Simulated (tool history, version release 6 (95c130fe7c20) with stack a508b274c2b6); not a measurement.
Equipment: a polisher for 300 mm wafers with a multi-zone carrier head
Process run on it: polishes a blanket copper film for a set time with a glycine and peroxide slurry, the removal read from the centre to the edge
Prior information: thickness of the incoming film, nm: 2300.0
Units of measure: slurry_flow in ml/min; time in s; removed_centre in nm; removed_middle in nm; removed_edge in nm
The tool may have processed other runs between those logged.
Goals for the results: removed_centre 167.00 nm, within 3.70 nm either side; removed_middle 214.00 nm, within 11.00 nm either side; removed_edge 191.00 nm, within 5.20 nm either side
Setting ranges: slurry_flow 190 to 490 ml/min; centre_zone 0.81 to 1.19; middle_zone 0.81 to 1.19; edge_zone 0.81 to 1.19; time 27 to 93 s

run,hour,slurry_flow,centre_zone,middle_zone,edge_zone,time,removed_centre,removed_middle,removed_edge
1,0.0,315,1.00,1.00,1.00,59,201.37,205.14,199.33
2,8.0,310,0.98,1.01,0.99,59,198.91,205.23,195.26
3,10.8,375,0.98,1.01,0.99,59,199.96,208.99,198.28
4,12.7,375,0.96,1.02,0.99,59,200.07,211.06,201.86
5,18.0,375,1.03,1.02,0.99,59,211.85,215.03,204.18
6,20.1,365,1.00,1.03,1.00,59,206.25,212.32,202.48
7,23.6,360,0.97,1.05,1.01,58,196.46,211.70,197.04
8,29.6,355,0.95,1.06,1.02,58,192.30,208.04,199.59
9,35.1,350,0.93,1.08,1.02,58,187.77,217.21,197.21
10,43.4,340,0.92,1.08,1.02,58,187.32,212.84,199.94
11,48.2,335,0.90,1.09,1.01,58,181.14,221.11,196.79
12,56.2,330,0.89,1.09,1.01,58,181.18,214.50,200.06
13,58.3,325,0.88,1.09,1.00,58,176.67,214.81,197.27

4 next moves are on the table. One of them brings every result within its allowed miss. Which?
A,60.4,315,0.81,1.08,1.00,60,?,?,?
B,60.4,195,0.85,1.11,0.98,58,?,?,?
C,60.4,240,0.87,1.01,1.07,60,?,?,?
D,60.4,265,0.95,1.07,1.09,58,?,?,?

move,removed_centre,removed_middle,removed_edge
A,170.41,217.88,204.31
B,167.11,209.65,191.54
C,178.84,202.98,208.96
D,188.80,206.82,204.59
A: brings the result that was furthest off to its target, and leaves another outside
B: every result within its allowed miss
C: moves away from the targets compared with the last run
D: moves away from the targets compared with the last run
Move B is the one to make.

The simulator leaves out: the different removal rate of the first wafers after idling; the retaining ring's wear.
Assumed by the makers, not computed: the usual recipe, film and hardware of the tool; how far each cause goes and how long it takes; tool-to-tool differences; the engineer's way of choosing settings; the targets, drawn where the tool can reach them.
